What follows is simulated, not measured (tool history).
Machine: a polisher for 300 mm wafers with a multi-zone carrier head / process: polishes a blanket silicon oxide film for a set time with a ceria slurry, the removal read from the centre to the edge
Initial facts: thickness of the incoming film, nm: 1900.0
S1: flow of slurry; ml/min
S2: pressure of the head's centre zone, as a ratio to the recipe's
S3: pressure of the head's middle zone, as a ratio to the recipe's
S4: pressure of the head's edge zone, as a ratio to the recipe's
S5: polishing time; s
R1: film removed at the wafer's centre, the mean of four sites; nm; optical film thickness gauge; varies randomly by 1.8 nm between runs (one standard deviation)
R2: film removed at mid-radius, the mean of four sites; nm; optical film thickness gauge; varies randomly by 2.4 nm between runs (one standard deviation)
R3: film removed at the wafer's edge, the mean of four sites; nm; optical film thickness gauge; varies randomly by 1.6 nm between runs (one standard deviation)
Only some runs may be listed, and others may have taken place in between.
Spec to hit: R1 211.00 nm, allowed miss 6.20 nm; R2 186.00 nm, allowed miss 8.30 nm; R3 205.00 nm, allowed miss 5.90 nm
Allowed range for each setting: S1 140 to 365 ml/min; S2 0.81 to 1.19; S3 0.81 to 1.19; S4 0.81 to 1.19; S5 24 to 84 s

{"run": 1, "hour": 0.0, "S1": 235, "S2": 1.0, "S3": 1.0, "S4": 1.0, "S5": 54, "R1": 167.83, "R2": 166.56, "R3": 172.51}
{"run": 2, "hour": 6.4, "S1": 235, "S2": 1.0, "S3": 0.94, "S4": 1.0, "S5": 54, "R1": 168.15, "R2": 160.01, "R3": 170.37}
{"run": 3, "hour": 8.1, "S1": 235, "S2": 1.0, "S3": 0.94, "S4": 1.0, "S5": 63, "R1": 195.81, "R2": 192.71, "R3": 196.97}
{"run": 4, "hour": 15.0, "S1": 240, "S2": 1.01, "S3": 0.93, "S4": 1.01, "S5": 63, "R1": 199.68, "R2": 189.95, "R3": 202.08}
{"run": 5, "hour": 20.2, "S1": 240, "S2": 1.01, "S3": 0.93, "S4": 1.01, "S5": 75, "R1": 234.02, "R2": 227.5, "R3": 238.09}
{"run": 6, "hour": 21.7, "S1": 240, "S2": 1.01, "S3": 1.01, "S4": 1.01, "S5": 75, "R1": 236.49, "R2": 237.04, "R3": 242.07}
{"run": 7, "hour": 28.2, "S1": 235, "S2": 1.02, "S3": 0.99, "S4": 1.01, "S5": 74, "R1": 233.96, "R2": 227.36, "R3": 238.47}
{"run": 8, "hour": 34.7, "S1": 225, "S2": 1.03, "S3": 0.98, "S4": 1.01, "S5": 73, "R1": 228.37, "R2": 222.89, "R3": 231.8}
{"run": 9, "hour": 42.1, "S1": 220, "S2": 1.04, "S3": 0.96, "S4": 1.01, "S5": 72, "R1": 228.18, "R2": 213.59, "R3": 228.88}
{"run": 10, "hour": 50.5, "S1": 210, "S2": 1.04, "S3": 0.95, "S4": 1.0, "S5": 72, "R1": 226.21, "R2": 215.07, "R3": 228.04}
{"run": 11, "hour": 55.4, "S1": 205, "S2": 1.05, "S3": 0.94, "S4": 1.0, "S5": 71, "R1": 229.18, "R2": 211.92, "R3": 223.19}
{"run": 12, "hour": 56.7, "S1": 205, "S2": 1.05, "S3": 0.93, "S4": 1.0, "S5": 70, "R1": 221.55, "R2": 202.73, "R3": 221.67}
{"run": 13, "hour": 63.2, "S1": 200, "S2": 1.05, "S3": 0.92, "S4": 0.99, "S5": 70, "R1": 218.52, "R2": 202.0, "R3": 217.77}
{"run": 14, "hour": 71.3, "S1": 195, "S2": 1.05, "S3": 0.91, "S4": 0.98, "S5": 70, "R1": 222.36, "R2": 201.09, "R3": 215.66}
{"run": 15, "hour": 79.8, "S1": 190, "S2": 1.05, "S3": 0.9, "S4": 0.98, "S5": 70, "R1": 215.95, "R2": 197.52, "R3": 215.61}

Which single option among these 5 for the next run brings every result within its allowed miss of target? Just one does.
{"run": "A", "hour": 88.3, "S1": 140, "S2": 0.97, "S3": 0.93, "S4": 0.96, "S5": 77, "R1": "?", "R2": "?", "R3": "?"}
{"run": "B", "hour": 88.3, "S1": 285, "S2": 1.04, "S3": 1.02, "S4": 0.81, "S5": 68, "R1": "?", "R2": "?", "R3": "?"}
{"run": "C", "hour": 88.3, "S1": 140, "S2": 0.94, "S3": 0.88, "S4": 0.99, "S5": 77, "R1": "?", "R2": "?", "R3": "?"}
{"run": "D", "hour": 88.3, "S1": 185, "S2": 1.06, "S3": 0.87, "S4": 0.97, "S5": 67, "R1": "?", "R2": "?", "R3": "?"}
{"run": "E", "hour": 88.3, "S1": 140, "S2": 1.06, "S3": 0.85, "S4": 1.18, "S5": 75, "R1": "?", "R2": "?", "R3": "?"}

move=A R1=206.75 R2=201.72 R3=223.71
move=B R1=224.00 R2=211.33 R3=199.53
move=C R1=200.26 R2=195.86 R3=227.12
move=D R1=210.21 R2=179.63 R3=204.25
move=E R1=220.13 R2=187.16 R3=241.65
A: the biggest miss grows against the last run
B: meets the target for the result that was furthest off, but another lies outside its allowed miss
C: the biggest miss grows against the last run
D: meets every target
E: the biggest miss grows against the last run
D is the move that brings every result within its allowed miss.
